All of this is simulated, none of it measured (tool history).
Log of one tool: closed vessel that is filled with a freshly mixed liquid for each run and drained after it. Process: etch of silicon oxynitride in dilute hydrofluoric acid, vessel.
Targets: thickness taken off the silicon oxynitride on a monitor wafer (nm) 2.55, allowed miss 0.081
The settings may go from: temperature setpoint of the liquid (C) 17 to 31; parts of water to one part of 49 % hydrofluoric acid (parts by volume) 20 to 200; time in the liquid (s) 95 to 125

| run | day | temperature setpoint of the liquid (C) | parts of water to one part of 49 % hydrofluoric acid (parts by volume) | time in the liquid (s) | thickness taken off the silicon oxynitride on a monitor wafer (nm) |
|---|---|---|---|---|---|
| 1 | 0 | 23 | 110 | 125 | 4.5188 |
| 2 | 0.2 | 23 | 110 | 95 | 3.4285 |
| 3 | 0.396 | 23 | 110 | 125 | 4.4844 |
| 4 | 0.604 | 20.5 | 110 | 125 | 4.0824 |
| 5 | 0.783 | 20 | 120 | 125 | 3.5554 |
| 6 | 1.15 | 19.5 | 125 | 125 | 3.3089 |
|  | 1.475 | thermometer replaced |
| 7 | 1.475 | 17 | 145 | 125 | 2.3831 |
| 8 | 1.829 | 17.5 | 145 | 125 | 2.4603 |

Which of these 4 next moves meets every target?
| A | 2.183 | 18.5 | 135 | 115 | ? |
| B | 2.183 | 18 | 135 | 105 | ? |
| C | 2.183 | 23 | 165 | 110 | ? |
| D | 2.183 | 17 | 135 | 115 | ? |

| move | thickness taken off the silicon oxynitride on a monitor wafer (nm) |
|---|---|
| A | 2.5514 |
| B | 2.2734 |
| C | 2.4185 |
| D | 2.3705 |
A: meets every target
B: further off than the last run
C: further off than the last run
D: further off than the last run
Answer: A
